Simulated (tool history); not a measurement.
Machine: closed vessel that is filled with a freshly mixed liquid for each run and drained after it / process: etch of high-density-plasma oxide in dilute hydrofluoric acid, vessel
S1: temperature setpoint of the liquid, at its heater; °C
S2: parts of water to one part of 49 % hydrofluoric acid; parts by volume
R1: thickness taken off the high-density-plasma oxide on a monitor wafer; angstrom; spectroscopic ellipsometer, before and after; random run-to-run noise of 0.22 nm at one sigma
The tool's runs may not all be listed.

run 1 hour=0.0 | S1=26.0 S2=275 time_in_the_liquid_(s)=215 | R1=81.927
run 2 hour=8.3 | S1=26.0 S2=275 time_in_the_liquid_(s)=230 | R1=88.944
run 3 hour=15.3 | S1=26.0 S2=365 time_in_the_liquid_(s)=230 | R1=60.250
run 4 hour=23.2 | S1=26.0 S2=365 time_in_the_liquid_(s)=215 | R1=56.701
run 5 hour=28.0 | S1=26.0 S2=365 time_in_the_liquid_(s)=215 | R1=56.733
run 6 hour=33.9 | S1=29.0 S2=365 time_in_the_liquid_(s)=215 | R1=60.931
run 7 hour=36.1 | S1=29.5 S2=335 time_in_the_liquid_(s)=215 | R1=70.265

Run 8 comes next. What will it give?
run 8 hour=44.4 | S1=30.0 S2=305 time_in_the_liquid_(s)=215 | R1=?

Run 8 gave R1 81.041 angstrom.

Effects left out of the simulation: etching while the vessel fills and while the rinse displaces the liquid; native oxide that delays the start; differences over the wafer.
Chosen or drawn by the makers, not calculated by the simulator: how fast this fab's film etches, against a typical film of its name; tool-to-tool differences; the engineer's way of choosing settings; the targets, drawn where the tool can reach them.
